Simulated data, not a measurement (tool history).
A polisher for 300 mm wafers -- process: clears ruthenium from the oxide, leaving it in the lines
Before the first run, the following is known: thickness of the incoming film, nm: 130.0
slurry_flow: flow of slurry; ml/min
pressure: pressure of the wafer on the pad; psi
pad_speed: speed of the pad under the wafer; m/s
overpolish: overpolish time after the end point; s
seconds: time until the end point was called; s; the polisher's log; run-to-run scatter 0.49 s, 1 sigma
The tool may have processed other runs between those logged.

Run 1, hour 0: slurry_flow 225 ml/min, pressure 2.5 psi, pad_speed 1.16 m/s, overpolish 40 s. Result: seconds 67.481 s.
Run 2, hour 0.5: slurry_flow 225 ml/min, pressure 2.5 psi, pad_speed 1.16 m/s, overpolish 40 s. Result: seconds 68.367 s.
Run 3, hour 7.9: slurry_flow 195 ml/min, pressure 2.5 psi, pad_speed 1.16 m/s, overpolish 40 s. Result: seconds 68.096 s.
Run 4, hour 10: slurry_flow 195 ml/min, pressure 2.5 psi, pad_speed 1.34 m/s, overpolish 40 s. Result: seconds 60.309 s.
Run 5, hour 17.5: slurry_flow 195 ml/min, pressure 2.7 psi, pad_speed 1.34 m/s, overpolish 40 s. Result: seconds 56.1 s.
Run 6, hour 23.6: slurry_flow 195 ml/min, pressure 2.7 psi, pad_speed 1.34 m/s, overpolish 40 s. Result: seconds 54.786 s.
Run 7, hour 30: slurry_flow 195 ml/min, pressure 2.7 psi, pad_speed 1.34 m/s, overpolish 40 s. Result: seconds 56.109 s.

Run 8 is up next; what results do you expect?
At hour 32.1: worn pad replaced by a new one.
Run 8, hour 32.1: slurry_flow 195 ml/min, pressure 2.9 psi, pad_speed 1.34 m/s, overpolish 40 s. Result: seconds ?.

seconds: 47.972 s

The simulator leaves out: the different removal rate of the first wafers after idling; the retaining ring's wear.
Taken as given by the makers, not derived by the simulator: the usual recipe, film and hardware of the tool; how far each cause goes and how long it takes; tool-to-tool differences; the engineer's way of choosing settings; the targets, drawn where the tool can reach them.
